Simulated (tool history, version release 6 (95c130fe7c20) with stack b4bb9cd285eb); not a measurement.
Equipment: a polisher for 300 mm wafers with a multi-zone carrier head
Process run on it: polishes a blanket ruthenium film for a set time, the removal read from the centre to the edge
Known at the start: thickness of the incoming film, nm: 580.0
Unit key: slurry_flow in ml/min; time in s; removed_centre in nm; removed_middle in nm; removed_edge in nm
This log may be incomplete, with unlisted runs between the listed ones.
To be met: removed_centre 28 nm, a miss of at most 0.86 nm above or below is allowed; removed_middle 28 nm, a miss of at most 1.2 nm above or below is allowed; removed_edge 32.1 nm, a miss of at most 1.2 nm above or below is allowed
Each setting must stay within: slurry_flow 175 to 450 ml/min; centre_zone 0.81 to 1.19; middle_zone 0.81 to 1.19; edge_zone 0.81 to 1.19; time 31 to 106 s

run,hour,slurry_flow,centre_zone,middle_zone,edge_zone,time,removed_centre,removed_middle,removed_edge
1,0,290,1,1,1,68,44.453,44.096,44.477
2,8.2,325,1,1,1,68,45.073,44.624,45.291
3,14,260,1,1,1,68,42.9,43.546,44.156
4,15.1,305,1,1,1,68,44.621,45.106,43.899
5,24,305,1,1,1,60,39.348,39.049,39.603
6,24.7,295,0.97,0.96,0.98,57,36.332,35.93,37.059
7,33.1,280,0.94,0.93,0.98,55,33.705,34.113,35.689
8,39.2,270,0.93,0.9,0.98,53,32.249,31.641,34.36
9,41,260,0.91,0.88,0.97,52,31.368,29.901,33.069

Which single option among these 5 for the next run brings every result within its allowed miss of target? Just one does.
A,42.8,380,0.82,0.93,0.95,50,?,?,?
B,42.8,265,1,0.81,0.86,56,?,?,?
C,42.8,175,1,0.81,1.08,50,?,?,?
D,42.8,280,0.87,0.87,1.03,49,?,?,?
E,42.8,300,0.87,0.91,0.88,51,?,?,?

move,removed_centre,removed_middle,removed_edge
A,28.617,31.726,32.226
B,36.085,30.624,33.595
C,29.912,25.581,31.819
D,28.434,28.579,32.125
E,29.854,31.097,31.208
A: the furthest-off result lands on target, but another misses its tolerance
B: the biggest miss grows against the last run
C: gains on the last run, yet a result remains outside its allowed miss
D: each result inside its tolerance
E: gains on the last run, yet a result remains outside its allowed miss
Go with D: it meets all targets.
